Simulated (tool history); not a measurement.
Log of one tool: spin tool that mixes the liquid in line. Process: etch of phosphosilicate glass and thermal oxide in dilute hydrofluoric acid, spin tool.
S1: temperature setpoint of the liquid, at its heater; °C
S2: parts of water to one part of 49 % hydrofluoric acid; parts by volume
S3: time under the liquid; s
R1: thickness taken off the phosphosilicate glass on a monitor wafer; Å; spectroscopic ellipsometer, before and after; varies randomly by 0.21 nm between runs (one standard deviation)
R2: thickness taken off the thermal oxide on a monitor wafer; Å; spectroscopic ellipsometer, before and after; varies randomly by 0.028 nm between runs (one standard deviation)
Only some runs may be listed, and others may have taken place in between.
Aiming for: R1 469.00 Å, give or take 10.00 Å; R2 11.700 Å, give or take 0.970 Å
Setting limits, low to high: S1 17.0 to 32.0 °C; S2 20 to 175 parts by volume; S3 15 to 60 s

run  hour    S1   S2  S3      R1      R2
  1   0.0  24.0   95  30  590.59  14.840
  2   6.1  24.0   80  30  724.41  17.599
  3  11.9  24.0   80  40  960.78  24.677
  4  17.1  20.5   80  40  833.00  20.264
  5  24.0  17.0   80  40  714.18  18.580
  6  26.6  17.0   85  40  670.99  17.099
  7  29.7  17.0   85  40  672.37  16.793
  8  33.9  17.0  120  40  460.90  11.250

4 next moves are on the table. One of them brings every result within its allowed miss. Which?
  A  38.1  17.0  125  40   ?   ?
  B  38.1  18.5  170  55   ?   ?
  C  38.1  17.5  120  40   ?   ?
  D  38.1  17.0  110  35   ?   ?

move      R1      R2
   A  437.03  11.142
   B  449.23  11.453
   C  467.16  11.910
   D  441.21  11.248
A: its largest miss is bigger than the last run's
B: its largest miss is bigger than the last run's
C: every result within its allowed miss
D: its largest miss is bigger than the last run's
Move C is the one to make.
